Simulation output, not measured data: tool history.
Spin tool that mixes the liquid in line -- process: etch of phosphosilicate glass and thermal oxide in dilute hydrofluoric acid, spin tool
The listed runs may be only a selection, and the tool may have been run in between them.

run,hour,temperature setpoint of the liquid (C),parts of water to one part of 49 % hydrofluoric acid (parts by volume),time under the liquid (s),thickness taken off the phosphosilicate glass on a monitor wafer (angstrom),thickness taken off the thermal oxide on a monitor wafer (angstrom)
1,0.0,22.0,105,30,171.83,12.6740
2,5.8,21.5,105,30,167.43,12.0800
3,7.2,21.0,105,30,164.23,11.8450
4,12.5,20.5,105,30,162.07,12.9880
5,16.5,20.5,105,20,107.23,7.8922
6,22.1,21.0,105,20,109.48,8.1140
7,29.5,21.0,105,20,109.56,8.7648
8,36.7,21.5,105,20,112.20,8.2745
9,42.2,22.5,105,20,116.75,9.0259

Run 10 has not been measured yet. What should we expect?
10,48.6,23.0,105,20,?,?

For run 10 the tool returned thickness taken off the phosphosilicate glass on a monitor wafer (angstrom) 119.10, thickness taken off the thermal oxide on a monitor wafer (angstrom) 8.8649.

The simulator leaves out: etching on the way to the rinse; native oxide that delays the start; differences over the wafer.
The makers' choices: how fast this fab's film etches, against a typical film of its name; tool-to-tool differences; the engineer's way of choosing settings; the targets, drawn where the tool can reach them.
